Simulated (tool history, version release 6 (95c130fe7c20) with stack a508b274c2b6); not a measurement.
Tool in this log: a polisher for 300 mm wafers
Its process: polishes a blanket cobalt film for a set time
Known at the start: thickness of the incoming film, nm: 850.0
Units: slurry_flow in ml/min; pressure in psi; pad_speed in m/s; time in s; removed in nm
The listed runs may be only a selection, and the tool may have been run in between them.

Run 1, day 0: slurry_flow 240 ml/min, pressure 1.2 psi, pad_speed 1 m/s, time 37 s. Result: removed 114.61 nm.
Run 2, day 0.167: slurry_flow 240 ml/min, pressure 1.1 psi, pad_speed 0.94 m/s, time 37 s. Result: removed 101.86 nm.
Run 3, day 0.367: slurry_flow 240 ml/min, pressure 1 psi, pad_speed 0.86 m/s, time 37 s. Result: removed 89.684 nm.
Run 4, day 0.388: slurry_flow 240 ml/min, pressure 0.9 psi, pad_speed 0.8 m/s, time 37 s. Result: removed 80.474 nm.
Run 5, day 0.65: slurry_flow 240 ml/min, pressure 0.9 psi, pad_speed 0.8 m/s, time 37 s. Result: removed 79.291 nm.
Run 6, day 0.771: slurry_flow 240 ml/min, pressure 0.6 psi, pad_speed 0.8 m/s, time 37 s. Result: removed 63.367 nm.

For run 7, what comes out?
Run 7, day 0.862: slurry_flow 240 ml/min, pressure 0.6 psi, pad_speed 0.76 m/s, time 37 s. Result: removed ?.

removed: 58.142 nm
